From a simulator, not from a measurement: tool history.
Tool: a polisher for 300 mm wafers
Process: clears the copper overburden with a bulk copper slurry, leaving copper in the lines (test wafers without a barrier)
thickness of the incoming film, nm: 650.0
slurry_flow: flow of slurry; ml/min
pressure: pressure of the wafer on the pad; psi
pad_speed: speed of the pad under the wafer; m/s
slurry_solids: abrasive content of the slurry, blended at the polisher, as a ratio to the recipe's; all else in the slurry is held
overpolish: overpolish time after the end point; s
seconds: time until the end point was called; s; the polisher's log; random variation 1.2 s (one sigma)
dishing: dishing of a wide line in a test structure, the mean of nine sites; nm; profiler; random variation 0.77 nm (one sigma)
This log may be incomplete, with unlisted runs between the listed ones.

run 1 hour=0.0 | slurry_flow=140 pressure=2.7 pad_speed=0.84 slurry_solids=1.00 overpolish=15 | seconds=102.660 dishing=55.936
run 2 hour=9.0 | slurry_flow=140 pressure=2.7 pad_speed=0.84 slurry_solids=0.80 overpolish=15 | seconds=108.870 dishing=55.452
run 3 hour=13.0 | slurry_flow=140 pressure=2.7 pad_speed=0.86 slurry_solids=0.90 overpolish=13 | seconds=104.300 dishing=51.991
run 4 hour=19.2 | slurry_flow=140 pressure=2.7 pad_speed=0.98 slurry_solids=0.90 overpolish=13 | seconds=90.522 dishing=56.163
run 5 hour=27.3 | slurry_flow=135 pressure=2.6 pad_speed=1.00 slurry_solids=1.00 overpolish=12 | seconds=91.150 dishing=51.077
run 6 hour=31.9 | slurry_flow=135 pressure=2.6 pad_speed=0.90 slurry_solids=1.00 overpolish=12 | seconds=101.490 dishing=48.085
run 7 hour=35.8 | slurry_flow=120 pressure=2.7 pad_speed=1.14 slurry_solids=0.85 overpolish=5 | seconds=83.103 dishing=29.667

Run 8 comes next. What will it give?
run 8 hour=41.9 | slurry_flow=125 pressure=2.7 pad_speed=1.14 slurry_solids=0.85 overpolish=5 | seconds=? dishing=?

seconds: 79.596 s
dishing: 30.264 nm
